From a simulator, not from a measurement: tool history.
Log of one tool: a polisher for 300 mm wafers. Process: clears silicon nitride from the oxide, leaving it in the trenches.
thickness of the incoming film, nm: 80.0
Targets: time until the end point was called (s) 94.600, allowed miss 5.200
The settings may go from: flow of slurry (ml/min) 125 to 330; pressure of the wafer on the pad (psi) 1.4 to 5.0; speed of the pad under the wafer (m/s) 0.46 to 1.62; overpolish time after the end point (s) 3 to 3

run,hour,flow of slurry (ml/min),pressure of the wafer on the pad (psi),speed of the pad under the wafer (m/s),overpolish time after the end point (s),time until the end point was called (s)
1,0.0,210,3.2,1.04,3,61.913
2,8.4,210,2.8,1.02,3,70.344
3,11.7,210,2.5,1.00,3,77.122
4,14.8,165,2.5,1.00,3,79.288
5,21.6,200,2.5,1.00,3,78.352
6,29.5,200,2.5,1.00,3,79.367
7,34.3,200,2.3,1.00,3,83.032
8,42.0,200,2.2,1.00,3,86.585

Which of these 5 next moves meets every target?
A,49.7,255,2.3,0.74,3,?
B,49.7,200,2.5,0.74,3,?
C,49.7,295,1.5,1.28,3,?
D,49.7,190,2.1,0.94,3,?
E,49.7,165,2.8,0.98,3,?

move,time until the end point was called (s)
A,108.390
B,105.550
C,83.556
D,95.775
E,76.364
A: takes the result that was furthest off past its target
B: takes the result that was furthest off past its target
C: further off than the last run
D: meets every target
E: further off than the last run
Answer: D

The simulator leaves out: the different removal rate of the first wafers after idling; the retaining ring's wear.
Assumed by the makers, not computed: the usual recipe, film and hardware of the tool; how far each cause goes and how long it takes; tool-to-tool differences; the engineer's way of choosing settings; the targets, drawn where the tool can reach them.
